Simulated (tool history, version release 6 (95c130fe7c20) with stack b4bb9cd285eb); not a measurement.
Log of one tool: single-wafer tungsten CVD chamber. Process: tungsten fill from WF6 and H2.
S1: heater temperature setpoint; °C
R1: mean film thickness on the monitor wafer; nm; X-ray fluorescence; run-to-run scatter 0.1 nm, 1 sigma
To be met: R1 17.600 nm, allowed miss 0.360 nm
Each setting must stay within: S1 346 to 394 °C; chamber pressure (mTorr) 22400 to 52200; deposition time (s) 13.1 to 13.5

Run 1, day 0.000: S1 370 °C, chamber pressure (mTorr) 37300, deposition time (s) 13.1. Result: R1 22.775 nm.
Run 2, day 0.121: S1 370 °C, chamber pressure (mTorr) 37300, deposition time (s) 13.1. Result: R1 22.898 nm.
Run 3, day 0.438: S1 370 °C, chamber pressure (mTorr) 37300, deposition time (s) 13.5. Result: R1 23.707 nm.
Run 4, day 0.742: S1 370 °C, chamber pressure (mTorr) 37300, deposition time (s) 13.5. Result: R1 23.734 nm.
Run 5, day 0.767: S1 370 °C, chamber pressure (mTorr) 37300, deposition time (s) 13.1. Result: R1 22.855 nm.
Run 6, day 0.996: S1 368 °C, chamber pressure (mTorr) 37200, deposition time (s) 13.1. Result: R1 22.002 nm.
Run 7, day 1.212: S1 368 °C, chamber pressure (mTorr) 37200, deposition time (s) 13.1. Result: R1 21.978 nm.
Run 8, day 1.550: S1 366 °C, chamber pressure (mTorr) 37100, deposition time (s) 13.1. Result: R1 21.162 nm.
At day 1.662: thermocouple changed; heater temperature recalibrated.
Run 9, day 1.662: S1 364 °C, chamber pressure (mTorr) 37000, deposition time (s) 13.1. Result: R1 21.285 nm.
Run 10, day 1.988: S1 364 °C, chamber pressure (mTorr) 37000, deposition time (s) 13.1. Result: R1 21.179 nm.
Run 11, day 2.121: S1 361 °C, chamber pressure (mTorr) 36800, deposition time (s) 13.1. Result: R1 20.294 nm.
Run 12, day 2.483: S1 359 °C, chamber pressure (mTorr) 36700, deposition time (s) 13.1. Result: R1 19.619 nm.
Run 13, day 2.688: S1 358 °C, chamber pressure (mTorr) 36600, deposition time (s) 13.1. Result: R1 18.994 nm.
Run 14, day 3.025: S1 357 °C, chamber pressure (mTorr) 36600, deposition time (s) 13.1. Result: R1 18.534 nm.

Exactly one of the 5 candidate moves below puts every result within its allowed miss. Which one?
Run A, day 3.362: S1 358 °C, chamber pressure (mTorr) 39000, deposition time (s) 13.1. Result: R1 ?.
Run B, day 3.362: S1 358 °C, chamber pressure (mTorr) 40800, deposition time (s) 13.3. Result: R1 ?.
Run C, day 3.362: S1 358 °C, chamber pressure (mTorr) 28600, deposition time (s) 13.1. Result: R1 ?.
Run D, day 3.362: S1 350 °C, chamber pressure (mTorr) 39500, deposition time (s) 13.1. Result: R1 ?.
Run E, day 3.362: S1 354 °C, chamber pressure (mTorr) 31100, deposition time (s) 13.1. Result: R1 ?.

move      R1
   A  19.461
   B  20.055
   C  17.654
   D  16.705
   E  16.750
A: further off than the last run
B: further off than the last run
C: all results in spec
D: takes the biggest miss from the last run beyond its target
E: takes the biggest miss from the last run beyond its target
Go with C: it meets all targets.

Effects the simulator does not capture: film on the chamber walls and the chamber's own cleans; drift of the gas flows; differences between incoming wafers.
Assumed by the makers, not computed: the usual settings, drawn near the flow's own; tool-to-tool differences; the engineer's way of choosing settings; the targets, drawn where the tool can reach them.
